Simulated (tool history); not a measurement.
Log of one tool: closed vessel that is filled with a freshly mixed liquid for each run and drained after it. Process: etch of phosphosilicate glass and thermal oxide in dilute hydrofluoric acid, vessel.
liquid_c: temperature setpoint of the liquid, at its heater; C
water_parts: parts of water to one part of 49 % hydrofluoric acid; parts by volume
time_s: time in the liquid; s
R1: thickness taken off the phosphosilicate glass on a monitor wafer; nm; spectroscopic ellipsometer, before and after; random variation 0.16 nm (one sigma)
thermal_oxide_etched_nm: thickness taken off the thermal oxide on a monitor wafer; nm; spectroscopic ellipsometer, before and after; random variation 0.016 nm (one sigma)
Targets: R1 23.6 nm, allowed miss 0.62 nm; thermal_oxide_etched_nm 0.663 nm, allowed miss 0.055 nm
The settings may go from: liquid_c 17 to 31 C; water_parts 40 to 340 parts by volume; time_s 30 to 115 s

run 1 hour=0 | liquid_c=23 water_parts=190 time_s=60 | R1=38.606 thermal_oxide_etched_nm=1.1376
run 2 hour=8.4 | liquid_c=22 water_parts=200 time_s=60 | R1=34.722 thermal_oxide_etched_nm=0.9644
run 3 hour=9.1 | liquid_c=22 water_parts=210 time_s=60 | R1=32.854 thermal_oxide_etched_nm=0.96208
run 4 hour=15.6 | liquid_c=22 water_parts=210 time_s=70 | R1=38.072 thermal_oxide_etched_nm=1.0795
run 5 hour=21.2 | liquid_c=22 water_parts=180 time_s=70 | R1=46.547 thermal_oxide_etched_nm=1.3222
run 6 hour=21.7 | liquid_c=22 water_parts=180 time_s=95 | R1=61.696 thermal_oxide_etched_nm=1.7237
run 7 hour=24.9 | liquid_c=21 water_parts=205 time_s=95 | R1=51.512 thermal_oxide_etched_nm=1.5079
run 8 hour=27.1 | liquid_c=20.5 water_parts=225 time_s=95 | R1=45.843 thermal_oxide_etched_nm=1.252
run 9 hour=31 | liquid_c=20.5 water_parts=245 time_s=95 | R1=40.951 thermal_oxide_etched_nm=1.1575
run 10 hour=32.7 | liquid_c=20 water_parts=260 time_s=95 | R1=37.664 thermal_oxide_etched_nm=1.0659
run 11 hour=38.9 | liquid_c=19.5 water_parts=275 time_s=95 | R1=34.419 thermal_oxide_etched_nm=0.96024
run 12 hour=41.3 | liquid_c=19 water_parts=285 time_s=95 | R1=32.04 thermal_oxide_etched_nm=0.89824
run 13 hour=46.5 | liquid_c=18.5 water_parts=295 time_s=95 | R1=29.922 thermal_oxide_etched_nm=0.84989
run 14 hour=49.1 | liquid_c=18.5 water_parts=305 time_s=95 | R1=28.434 thermal_oxide_etched_nm=0.84851
run 15 hour=54.3 | liquid_c=18.5 water_parts=310 time_s=95 | R1=28.233 thermal_oxide_etched_nm=0.78361
-- hour=60.6 thermometer replaced
run 16 hour=60.6 | liquid_c=17 water_parts=330 time_s=95 | R1=27.115 thermal_oxide_etched_nm=0.71322
run 17 hour=66.6 | liquid_c=17.5 water_parts=330 time_s=95 | R1=27.57 thermal_oxide_etched_nm=0.75639

Which of these 4 next moves meets every target?
run A hour=72.6 | liquid_c=17 water_parts=290 time_s=95 | R1=? thermal_oxide_etched_nm=?
run B hour=72.6 | liquid_c=17 water_parts=325 time_s=85 | R1=? thermal_oxide_etched_nm=?
run C hour=72.6 | liquid_c=17 water_parts=340 time_s=95 | R1=? thermal_oxide_etched_nm=?
run D hour=72.6 | liquid_c=21 water_parts=340 time_s=75 | R1=? thermal_oxide_etched_nm=?

move=A R1=31.579 thermal_oxide_etched_nm=0.8631
move=B R1=24.49 thermal_oxide_etched_nm=0.66935
move=C R1=25.846 thermal_oxide_etched_nm=0.70641
move=D R1=23.585 thermal_oxide_etched_nm=0.64462
A: further off than the last run
B: nearer than the last run, and not there yet
C: nearer than the last run, and not there yet
D: meets every target
Move D is the one to make.

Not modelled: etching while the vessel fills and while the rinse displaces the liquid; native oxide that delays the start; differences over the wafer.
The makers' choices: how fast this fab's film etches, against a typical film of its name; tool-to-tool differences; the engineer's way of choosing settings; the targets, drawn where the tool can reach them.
